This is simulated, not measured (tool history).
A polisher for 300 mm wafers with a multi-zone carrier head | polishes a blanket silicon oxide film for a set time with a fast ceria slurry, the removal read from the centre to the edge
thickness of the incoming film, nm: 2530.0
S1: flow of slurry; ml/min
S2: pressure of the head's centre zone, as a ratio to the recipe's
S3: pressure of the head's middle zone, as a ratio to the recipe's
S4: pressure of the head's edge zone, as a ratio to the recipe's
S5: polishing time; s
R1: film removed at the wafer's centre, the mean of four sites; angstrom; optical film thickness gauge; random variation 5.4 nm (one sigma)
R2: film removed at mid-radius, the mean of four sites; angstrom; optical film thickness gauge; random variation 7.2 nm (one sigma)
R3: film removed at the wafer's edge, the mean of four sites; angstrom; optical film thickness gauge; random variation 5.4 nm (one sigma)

run	hour	S1	S2	S3	S4	S5	R1	R2	R3
1	0.0	150	1.00	1.00	1.00	52	9541.1	9928.5	10168.0
2	2.2	150	1.06	1.00	1.00	52	10235.0	9958.5	10381.0
3	7.1	140	1.00	0.98	0.97	43	7692.8	7886.0	8440.9
4	9.8	140	1.00	0.94	0.97	43	7920.1	7682.5	8262.7
5	18.0	145	0.95	0.94	0.92	37	6406.1	6504.2	7070.8
6	19.0	145	0.95	0.94	0.92	44	7806.7	8061.7	8356.8

Forecast run 7:
7	22.5	120	0.86	1.02	0.82	30	?	?	?

{"run 7": {"R1": 4482.3, "R2": 5571.2, "R3": 5243.9}}
